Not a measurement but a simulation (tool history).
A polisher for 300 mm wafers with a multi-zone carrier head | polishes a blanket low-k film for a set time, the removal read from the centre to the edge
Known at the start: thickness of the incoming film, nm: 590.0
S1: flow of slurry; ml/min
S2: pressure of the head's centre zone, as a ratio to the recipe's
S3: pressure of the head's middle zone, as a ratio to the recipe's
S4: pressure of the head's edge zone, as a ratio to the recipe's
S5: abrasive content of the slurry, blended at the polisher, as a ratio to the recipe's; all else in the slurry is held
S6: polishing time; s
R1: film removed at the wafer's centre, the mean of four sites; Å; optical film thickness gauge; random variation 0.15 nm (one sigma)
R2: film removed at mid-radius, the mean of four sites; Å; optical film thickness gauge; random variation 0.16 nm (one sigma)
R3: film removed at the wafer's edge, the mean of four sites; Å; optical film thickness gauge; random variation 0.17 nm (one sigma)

run  hour   S1    S2    S3    S4    S5  S6      R1      R2      R3
  1     0  270     1     1     1     1  63  147.09  149.54  143.69
  2   4.5  265  0.95  1.01  1.01  0.95  63  131.37  146.23  139.55
  3   5.4  265  0.95  0.95  1.01  0.95  63  136.09  136.22   141.6
  4   9.5  265  0.95  0.95  1.01  0.95  74  155.94  164.48  162.95
  5  16.8  315  0.95  0.95  1.01  0.95  74  159.38  166.51  168.29
  6  25.4  315  0.95  0.95  1.01  0.95  60  130.17  135.36  135.04
  7  27.9  315  0.92  0.96  1.01  0.95  60   126.7  131.58  134.29
  8  34.1  310  0.89  0.99  1.02  0.95  60  120.98  138.14  136.74
     35.9  -- slurry nozzle cleaned
  9  35.9  310  0.87     1  1.01  0.95  60  125.94  145.77  138.15
 10  40.8  275  0.81  1.05  1.11   0.7  59  88.281   116.7  110.66
 11  42.2  285  0.81  1.05  1.11  0.75  59  93.886  124.26  118.32

Run 12 comes next. What will it give?
 12  50.3  300  0.82  1.05  1.12  0.75  59   ?   ?   ?

Run 12 gave R1 94.446 Å, R2 124.38 Å, R3 119.45 Å.

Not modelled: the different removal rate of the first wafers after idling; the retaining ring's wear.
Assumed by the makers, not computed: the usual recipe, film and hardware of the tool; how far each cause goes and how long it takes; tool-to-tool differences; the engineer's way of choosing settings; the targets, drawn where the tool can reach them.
